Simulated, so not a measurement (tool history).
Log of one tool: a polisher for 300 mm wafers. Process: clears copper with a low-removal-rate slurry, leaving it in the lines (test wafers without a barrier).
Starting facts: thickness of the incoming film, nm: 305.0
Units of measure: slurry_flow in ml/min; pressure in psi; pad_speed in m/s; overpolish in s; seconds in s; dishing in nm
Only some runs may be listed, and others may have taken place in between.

Run 1, day 0.000: slurry_flow 305 ml/min, pressure 2.6 psi, pad_speed 1.34 m/s, slurry_solids 1.0, overpolish 11 s. Result: seconds 80.565 s, dishing 27.032 nm.
Run 2, day 0.167: slurry_flow 305 ml/min, pressure 2.3 psi, pad_speed 1.32 m/s, slurry_solids 1.0, overpolish 12 s. Result: seconds 90.217 s, dishing 25.775 nm.
Run 3, day 0.446: slurry_flow 305 ml/min, pressure 2.1 psi, pad_speed 1.30 m/s, slurry_solids 1.0, overpolish 13 s. Result: seconds 100.400 s, dishing 25.352 nm.
Run 4, day 0.508: slurry_flow 305 ml/min, pressure 2.5 psi, pad_speed 1.30 m/s, slurry_solids 1.0, overpolish 13 s. Result: seconds 84.982 s, dishing 28.941 nm.
Run 5, day 0.767: slurry_flow 305 ml/min, pressure 2.2 psi, pad_speed 1.28 m/s, slurry_solids 1.0, overpolish 14 s. Result: seconds 95.691 s, dishing 27.438 nm.
Run 6, day 0.967: slurry_flow 305 ml/min, pressure 1.7 psi, pad_speed 1.28 m/s, slurry_solids 1.0, overpolish 14 s. Result: seconds 121.210 s, dishing 21.487 nm.
Run 7, day 1.062: slurry_flow 305 ml/min, pressure 1.6 psi, pad_speed 1.28 m/s, slurry_solids 1.0, overpolish 15 s. Result: seconds 130.440 s, dishing 22.632 nm.

Run 8, settings as shown, results not yet in. Your forecast:
Run 8, day 1.092: slurry_flow 300 ml/min, pressure 1.5 psi, pad_speed 1.28 m/s, slurry_solids 1.0, overpolish 16 s. Result: seconds ?, dishing ?.

seconds: 136.090 s
dishing: 22.515 nm
